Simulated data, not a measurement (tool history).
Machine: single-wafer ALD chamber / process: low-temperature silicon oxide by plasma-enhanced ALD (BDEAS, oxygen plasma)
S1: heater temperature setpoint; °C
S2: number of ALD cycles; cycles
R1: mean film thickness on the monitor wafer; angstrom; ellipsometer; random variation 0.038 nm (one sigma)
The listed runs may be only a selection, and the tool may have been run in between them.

{"run": 1, "day": 0.0, "S1": 90, "S2": 55, "R1": 87.645}
{"run": 2, "day": 0.158, "S1": 80, "S2": 55, "R1": 90.247}
{"run": 3, "day": 0.488, "S1": 79, "S2": 55, "R1": 90.423}
{"run": 4, "day": 0.817, "S1": 78, "S2": 55, "R1": 91.372}
{"run": 5, "day": 0.921, "S1": 77, "S2": 55, "R1": 91.628}
{"run": 6, "day": 1.275, "S1": 76, "S2": 55, "R1": 92.106}
{"run": 7, "day": 1.392, "S1": 75, "S2": 55, "R1": 92.649}
{"run": 8, "day": 1.492, "S1": 74, "S2": 55, "R1": 93.086}
{"run": 9, "day": 1.779, "S1": 73, "S2": 55, "R1": 93.76}

Run 10 is up next; what results do you expect?
{"run": 10, "day": 1.983, "S1": 72, "S2": 55, "R1": "?"}

R1: 92.772 angstrom
